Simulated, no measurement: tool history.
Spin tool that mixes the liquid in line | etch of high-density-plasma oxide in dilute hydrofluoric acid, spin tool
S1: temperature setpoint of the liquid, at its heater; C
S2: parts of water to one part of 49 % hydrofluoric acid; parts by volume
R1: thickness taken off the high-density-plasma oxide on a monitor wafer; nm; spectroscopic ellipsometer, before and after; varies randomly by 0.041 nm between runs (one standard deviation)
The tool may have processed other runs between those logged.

Run 1, hour 0: S1 23 C, S2 165 parts by volume, time under the liquid (s) 295. Result: R1 16.127 nm.
Run 2, hour 8.2: S1 23 C, S2 140 parts by volume, time under the liquid (s) 295. Result: R1 19.526 nm.
Run 3, hour 13.7: S1 23 C, S2 100 parts by volume, time under the liquid (s) 295. Result: R1 28.54 nm.
Run 4, hour 17.7: S1 23 C, S2 100 parts by volume, time under the liquid (s) 295. Result: R1 28.432 nm.
Run 5, hour 21.8: S1 21 C, S2 130 parts by volume, time under the liquid (s) 295. Result: R1 19.605 nm.
Run 6, hour 26.7: S1 21 C, S2 160 parts by volume, time under the liquid (s) 295. Result: R1 15.37 nm.

Expected results for the next run?
Run 7, hour 34.2: S1 19.5 C, S2 170 parts by volume, time under the liquid (s) 295. Result: R1 ?.

Run 7 produced R1 13.578 nm.
